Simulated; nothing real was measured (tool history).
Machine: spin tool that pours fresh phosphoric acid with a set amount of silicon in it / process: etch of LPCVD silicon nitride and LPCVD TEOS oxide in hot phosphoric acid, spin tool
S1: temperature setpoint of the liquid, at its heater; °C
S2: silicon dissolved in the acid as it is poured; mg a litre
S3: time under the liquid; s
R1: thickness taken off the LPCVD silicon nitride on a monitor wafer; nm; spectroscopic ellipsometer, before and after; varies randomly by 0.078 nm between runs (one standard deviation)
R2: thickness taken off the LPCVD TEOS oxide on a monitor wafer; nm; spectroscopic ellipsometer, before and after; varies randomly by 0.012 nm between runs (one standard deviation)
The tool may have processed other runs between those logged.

run  hour     S1    S2   S3      R1       R2
  1     0    162    19  180   15.83  0.41749
  2   5.3    164    19  180  16.785  0.55539
  3   6.2    164  23.5  180  16.807  0.47598
  4  11.8    164  23.5  110  10.338  0.28386
  5  15.8    164  23.5   85  7.9405  0.21892
  6    21  164.5  28.5   95  8.9943  0.25072
  7  26.5    164  32.5  105   9.895  0.23449

The next listed run, before its measurement:
  8  33.6  164  42.5  105   ?   ?

{"run 8": {"R1": 9.8127, "R2": 0.15184}}
